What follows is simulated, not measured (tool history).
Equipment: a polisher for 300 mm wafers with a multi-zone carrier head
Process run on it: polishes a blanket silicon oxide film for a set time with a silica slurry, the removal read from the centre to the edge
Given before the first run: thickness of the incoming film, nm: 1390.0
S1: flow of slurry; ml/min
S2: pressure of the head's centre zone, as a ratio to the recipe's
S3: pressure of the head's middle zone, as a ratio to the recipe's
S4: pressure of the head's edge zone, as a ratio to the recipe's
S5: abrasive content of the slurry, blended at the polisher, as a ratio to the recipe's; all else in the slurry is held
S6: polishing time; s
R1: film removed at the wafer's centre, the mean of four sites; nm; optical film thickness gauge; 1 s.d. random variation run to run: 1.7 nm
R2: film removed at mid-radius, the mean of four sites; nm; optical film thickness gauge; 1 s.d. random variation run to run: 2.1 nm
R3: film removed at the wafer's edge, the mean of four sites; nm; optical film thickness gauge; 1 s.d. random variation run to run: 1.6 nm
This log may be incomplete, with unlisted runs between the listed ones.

Run 1, hour 0.0: S1 200 ml/min, S2 1.00, S3 1.00, S4 1.00, S5 1.00, S6 60 s. Result: R1 271.23 nm, R2 275.25 nm, R3 278.21 nm.
Run 2, hour 8.6: S1 200 ml/min, S2 1.01, S3 0.99, S4 0.96, S5 0.85, S6 54 s. Result: R1 234.98 nm, R2 229.68 nm, R3 228.46 nm.
Run 3, hour 12.8: S1 200 ml/min, S2 1.00, S3 0.98, S4 0.93, S5 0.75, S6 51 s. Result: R1 209.44 nm, R2 203.86 nm, R3 202.67 nm.
Run 4, hour 17.3: S1 200 ml/min, S2 1.00, S3 0.98, S4 0.99, S5 0.75, S6 51 s. Result: R1 206.64 nm, R2 205.38 nm, R3 208.30 nm.
Run 5, hour 19.3: S1 200 ml/min, S2 1.00, S3 0.98, S4 0.99, S5 0.75, S6 41 s. Result: R1 164.44 nm, R2 163.52 nm, R3 167.57 nm.
Run 6, hour 22.5: S1 200 ml/min, S2 1.00, S3 0.98, S4 1.05, S5 0.75, S6 41 s. Result: R1 163.43 nm, R2 163.00 nm, R3 173.07 nm.
Run 7, hour 27.0: S1 195 ml/min, S2 1.01, S3 0.98, S4 1.02, S5 0.70, S6 41 s. Result: R1 160.21 nm, R2 158.74 nm, R3 164.50 nm.

Run 8 has not been measured yet. What should we expect?
Run 8, hour 30.1: S1 195 ml/min, S2 1.03, S3 0.99, S4 1.00, S5 0.70, S6 41 s. Result: R1 ?, R2 ?, R3 ?.

Run 8 measured R1 166.26 nm, R2 161.33 nm, R3 161.18 nm.
